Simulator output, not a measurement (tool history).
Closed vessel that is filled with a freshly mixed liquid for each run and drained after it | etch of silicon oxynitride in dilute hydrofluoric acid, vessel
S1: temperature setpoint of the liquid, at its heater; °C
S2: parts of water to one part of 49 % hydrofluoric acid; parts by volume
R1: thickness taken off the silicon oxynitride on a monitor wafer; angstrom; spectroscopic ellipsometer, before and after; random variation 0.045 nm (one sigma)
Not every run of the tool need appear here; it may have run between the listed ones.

Run 1, day 0.000: S1 22.0 °C, S2 280 parts by volume, time in the liquid (s) 495. Result: R1 67.863 angstrom.
Run 2, day 0.329: S1 22.0 °C, S2 235 parts by volume, time in the liquid (s) 495. Result: R1 83.238 angstrom.
Run 3, day 0.671: S1 23.0 °C, S2 235 parts by volume, time in the liquid (s) 495. Result: R1 87.430 angstrom.
Run 4, day 1.054: S1 24.0 °C, S2 235 parts by volume, time in the liquid (s) 495. Result: R1 91.143 angstrom.
Run 5, day 1.283: S1 20.5 °C, S2 235 parts by volume, time in the liquid (s) 495. Result: R1 78.202 angstrom.
Run 6, day 1.521: S1 22.0 °C, S2 235 parts by volume, time in the liquid (s) 495. Result: R1 84.180 angstrom.
Run 7, day 1.612: S1 23.0 °C, S2 235 parts by volume, time in the liquid (s) 495. Result: R1 87.366 angstrom.
Run 8, day 1.992: S1 24.0 °C, S2 235 parts by volume, time in the liquid (s) 495. Result: R1 91.257 angstrom.

The next listed run, before its measurement:
Run 9, day 2.200: S1 28.0 °C, S2 230 parts by volume, time in the liquid (s) 495. Result: R1 ?.

{"run 9": {"R1": 110.91}}

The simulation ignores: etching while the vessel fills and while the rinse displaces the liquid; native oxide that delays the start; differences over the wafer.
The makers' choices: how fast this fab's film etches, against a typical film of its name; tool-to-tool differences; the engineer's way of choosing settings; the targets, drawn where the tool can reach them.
